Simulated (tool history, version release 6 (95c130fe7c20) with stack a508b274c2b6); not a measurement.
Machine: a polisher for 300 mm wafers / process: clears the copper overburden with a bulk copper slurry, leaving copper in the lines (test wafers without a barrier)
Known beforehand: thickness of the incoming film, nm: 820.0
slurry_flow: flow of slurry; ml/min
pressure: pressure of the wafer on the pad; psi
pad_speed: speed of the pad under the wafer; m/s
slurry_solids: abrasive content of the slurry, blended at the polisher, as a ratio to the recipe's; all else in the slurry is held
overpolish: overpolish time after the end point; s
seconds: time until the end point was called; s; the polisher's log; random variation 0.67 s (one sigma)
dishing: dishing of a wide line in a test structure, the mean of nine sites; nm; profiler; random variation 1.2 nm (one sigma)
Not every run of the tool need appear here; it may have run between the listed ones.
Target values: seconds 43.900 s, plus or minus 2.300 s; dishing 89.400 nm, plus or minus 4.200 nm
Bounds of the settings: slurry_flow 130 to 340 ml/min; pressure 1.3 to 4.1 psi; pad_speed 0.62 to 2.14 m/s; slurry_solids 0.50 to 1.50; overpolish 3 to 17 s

Run 1, day 0.000: slurry_flow 220 ml/min, pressure 2.7 psi, pad_speed 1.38 m/s, slurry_solids 1.00, overpolish 9 s. Result: seconds 75.005 s, dishing 60.102 nm.
Run 2, day 0.350: slurry_flow 220 ml/min, pressure 2.7 psi, pad_speed 1.38 m/s, slurry_solids 1.00, overpolish 8 s. Result: seconds 73.386 s, dishing 57.239 nm.
Run 3, day 0.517: slurry_flow 220 ml/min, pressure 3.1 psi, pad_speed 1.40 m/s, slurry_solids 1.00, overpolish 8 s. Result: seconds 64.984 s, dishing 62.273 nm.
Run 4, day 0.600: slurry_flow 220 ml/min, pressure 3.1 psi, pad_speed 1.40 m/s, slurry_solids 1.00, overpolish 5 s. Result: seconds 66.465 s, dishing 42.179 nm.
Run 5, day 0.712: slurry_flow 240 ml/min, pressure 3.1 psi, pad_speed 1.40 m/s, slurry_solids 1.00, overpolish 5 s. Result: seconds 63.658 s, dishing 44.334 nm.
Run 6, day 0.912: slurry_flow 230 ml/min, pressure 3.3 psi, pad_speed 1.46 m/s, slurry_solids 1.00, overpolish 6 s. Result: seconds 56.807 s, dishing 53.318 nm.
Run 7, day 1.092: slurry_flow 225 ml/min, pressure 3.5 psi, pad_speed 1.48 m/s, slurry_solids 1.00, overpolish 7 s. Result: seconds 55.183 s, dishing 63.563 nm.
Run 8, day 1.433: slurry_flow 230 ml/min, pressure 3.7 psi, pad_speed 1.50 m/s, slurry_solids 1.00, overpolish 7 s. Result: seconds 51.961 s, dishing 66.495 nm.
Run 9, day 1.725: slurry_flow 230 ml/min, pressure 3.8 psi, pad_speed 1.54 m/s, slurry_solids 1.00, overpolish 7 s. Result: seconds 49.387 s, dishing 68.113 nm.
Run 10, day 1.929: slurry_flow 230 ml/min, pressure 3.9 psi, pad_speed 1.56 m/s, slurry_solids 1.00, overpolish 7 s. Result: seconds 48.392 s, dishing 68.732 nm.
Run 11, day 2.275: slurry_flow 230 ml/min, pressure 3.9 psi, pad_speed 1.60 m/s, slurry_solids 1.00, overpolish 7 s. Result: seconds 48.376 s, dishing 71.383 nm.

Which of these 4 next moves meets every target?
Run A, day 2.621: slurry_flow 235 ml/min, pressure 3.6 psi, pad_speed 1.82 m/s, slurry_solids 1.05, overpolish 4 s. Result: seconds ?, dishing ?.
Run B, day 2.621: slurry_flow 240 ml/min, pressure 3.4 psi, pad_speed 1.46 m/s, slurry_solids 1.05, overpolish 6 s. Result: seconds ?, dishing ?.
Run C, day 2.621: slurry_flow 235 ml/min, pressure 4.1 psi, pad_speed 1.74 m/s, slurry_solids 1.10, overpolish 7 s. Result: seconds ?, dishing ?.
Run D, day 2.621: slurry_flow 295 ml/min, pressure 3.4 psi, pad_speed 1.92 m/s, slurry_solids 1.20, overpolish 9 s. Result: seconds ?, dishing ?.

move  seconds  dishing
   A   46.634   46.969
   B   57.289   55.039
   C   42.607   78.098
   D   44.600   87.938
A: the biggest miss grows against the last run
B: the biggest miss grows against the last run
C: gains on the last run, yet a result remains outside its allowed miss
D: every result within its allowed miss
Answer: D
